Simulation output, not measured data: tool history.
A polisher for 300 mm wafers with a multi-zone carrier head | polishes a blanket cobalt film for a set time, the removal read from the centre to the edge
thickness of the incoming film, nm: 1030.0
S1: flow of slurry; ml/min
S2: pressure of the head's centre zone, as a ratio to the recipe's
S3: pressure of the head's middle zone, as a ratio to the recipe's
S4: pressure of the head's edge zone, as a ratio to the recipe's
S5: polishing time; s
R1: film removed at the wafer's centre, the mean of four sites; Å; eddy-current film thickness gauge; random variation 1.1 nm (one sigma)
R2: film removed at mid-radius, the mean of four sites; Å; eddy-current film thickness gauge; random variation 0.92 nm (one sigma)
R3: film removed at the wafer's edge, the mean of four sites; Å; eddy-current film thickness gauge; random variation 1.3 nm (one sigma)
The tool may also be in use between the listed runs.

run,hour,S1,S2,S3,S4,S5,R1,R2,R3
1,0,235,1,1,1,41,1864.1,1841.5,1920.9
2,2.1,230,0.98,0.99,0.98,40,1820.6,1790.6,1836.1
3,4.5,230,0.98,0.99,0.98,34,1520.9,1519,1570.3
4,6.6,230,0.98,1.06,0.98,34,1542.1,1617.7,1572
5,7.8,230,0.98,1,0.98,34,1535.9,1532.1,1582.3
6,16.1,225,0.96,1,0.98,34,1509.6,1534.2,1568.2
7,23.7,220,0.94,1,0.99,34,1485.5,1509.1,1580.2
8,26.7,215,0.92,1.01,0.99,34,1438.4,1538.2,1566.9
9,32,215,0.92,1.01,0.99,34,1433.6,1547.4,1594.7

Forecast run 10:
10,34.4,210,0.91,1.01,0.99,34,?,?,?

Run 10 gave R1 1402.4 Å, R2 1542.8 Å, R3 1589.6 Å.

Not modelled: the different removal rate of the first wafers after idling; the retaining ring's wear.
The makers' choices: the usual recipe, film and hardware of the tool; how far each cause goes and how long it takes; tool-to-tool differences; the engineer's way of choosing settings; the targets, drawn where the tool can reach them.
